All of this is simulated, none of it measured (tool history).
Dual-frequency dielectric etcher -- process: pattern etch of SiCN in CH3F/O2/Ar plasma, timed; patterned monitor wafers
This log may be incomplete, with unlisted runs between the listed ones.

run  hour  source power (kW)  bias power (kW)  etch time (s)  mean etch depth across the wafer (angstrom)
  1   0.0              0.490            0.091           66.5                                       295.44
  2   0.6              0.520            0.092           66.5                                       302.72
  3   2.8              0.550            0.093           66.5                                       312.91
  4   4.3              0.550            0.108           66.5                                       331.31
  5   6.9              0.560            0.108           66.5                                       334.33
  6  12.1              0.640            0.108           66.5                                       354.75

Run 7 has not been measured yet. What should we expect?
  7  17.9              0.630            0.108           66.5                                            ?

{"run 7": {"mean etch depth across the wafer (angstrom)": 351.75}}
